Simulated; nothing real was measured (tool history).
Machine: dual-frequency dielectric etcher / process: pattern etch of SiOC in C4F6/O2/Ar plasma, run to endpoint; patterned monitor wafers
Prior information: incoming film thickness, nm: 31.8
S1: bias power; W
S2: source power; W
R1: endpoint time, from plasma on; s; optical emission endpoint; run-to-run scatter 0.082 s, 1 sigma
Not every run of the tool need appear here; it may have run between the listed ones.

{"run": 1, "hour": 0.0, "S1": 381, "S2": 310, "R1": 12.41}
{"run": 2, "hour": 8.0, "S1": 417, "S2": 310, "R1": 12.163}
{"run": 3, "hour": 10.0, "S1": 438, "S2": 330, "R1": 11.686}
{"run": 4, "hour": 14.3, "S1": 455, "S2": 340, "R1": 11.799}
{"run": 5, "hour": 18.5, "S1": 420, "S2": 340, "R1": 12.013}
{"run": 6, "hour": 21.8, "S1": 392, "S2": 340, "R1": 12.336}
{"run": 7, "hour": 23.7, "S1": 432, "S2": 350, "R1": 11.785}

Estimate the outcome of run 8 from the log above:
{"run": 8, "hour": 29.6, "S1": 456, "S2": 360, "R1": "?"}

{"run 8": {"R1": 11.407}}
